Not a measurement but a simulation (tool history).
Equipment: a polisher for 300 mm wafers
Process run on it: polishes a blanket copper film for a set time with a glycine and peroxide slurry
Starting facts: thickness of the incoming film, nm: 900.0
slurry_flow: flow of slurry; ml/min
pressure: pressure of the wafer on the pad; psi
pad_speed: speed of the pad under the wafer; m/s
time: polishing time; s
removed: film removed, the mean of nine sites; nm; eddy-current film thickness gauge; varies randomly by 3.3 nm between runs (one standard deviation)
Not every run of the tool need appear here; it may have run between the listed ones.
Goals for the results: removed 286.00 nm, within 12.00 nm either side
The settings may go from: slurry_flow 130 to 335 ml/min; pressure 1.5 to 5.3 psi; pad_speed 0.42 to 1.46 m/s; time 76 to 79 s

Run 1, day 0.000: slurry_flow 215 ml/min, pressure 3.4 psi, pad_speed 0.94 m/s, time 76 s. Result: removed 477.61 nm.
Run 2, day 0.212: slurry_flow 215 ml/min, pressure 3.1 psi, pad_speed 0.94 m/s, time 76 s. Result: removed 452.84 nm.
Run 3, day 0.300: slurry_flow 215 ml/min, pressure 2.9 psi, pad_speed 0.92 m/s, time 76 s. Result: removed 426.49 nm.
Run 4, day 0.625: slurry_flow 195 ml/min, pressure 2.9 psi, pad_speed 0.92 m/s, time 76 s. Result: removed 421.21 nm.
Run 5, day 0.942: slurry_flow 195 ml/min, pressure 2.7 psi, pad_speed 0.90 m/s, time 76 s. Result: removed 385.16 nm.
Run 6, day 1.254: slurry_flow 195 ml/min, pressure 2.5 psi, pad_speed 0.90 m/s, time 76 s. Result: removed 376.23 nm.
Run 7, day 1.300: slurry_flow 195 ml/min, pressure 2.4 psi, pad_speed 0.90 m/s, time 76 s. Result: removed 356.68 nm.
Run 8, day 1.488: slurry_flow 195 ml/min, pressure 2.3 psi, pad_speed 0.90 m/s, time 76 s. Result: removed 344.91 nm.
Run 9, day 1.858: slurry_flow 195 ml/min, pressure 1.5 psi, pad_speed 0.88 m/s, time 76 s. Result: removed 259.67 nm.

Exercise: of the 4 proposed moves below, exactly one satisfies all targets within the stated allowed misses. Which move is it?
Run A, day 2.229: slurry_flow 235 ml/min, pressure 1.9 psi, pad_speed 0.74 m/s, time 79 s. Result: removed ?.
Run B, day 2.229: slurry_flow 185 ml/min, pressure 1.5 psi, pad_speed 0.90 m/s, time 76 s. Result: removed ?.
Run C, day 2.229: slurry_flow 145 ml/min, pressure 1.5 psi, pad_speed 0.92 m/s, time 76 s. Result: removed ?.
Run D, day 2.229: slurry_flow 210 ml/min, pressure 1.5 psi, pad_speed 0.84 m/s, time 76 s. Result: removed ?.

move  removed
   A   279.32
   B   258.50
   C   250.86
   D   250.94
A: each result inside its tolerance
B: roughly where the last run was
C: its largest miss is bigger than the last run's
D: its largest miss is bigger than the last run's
Answer: A
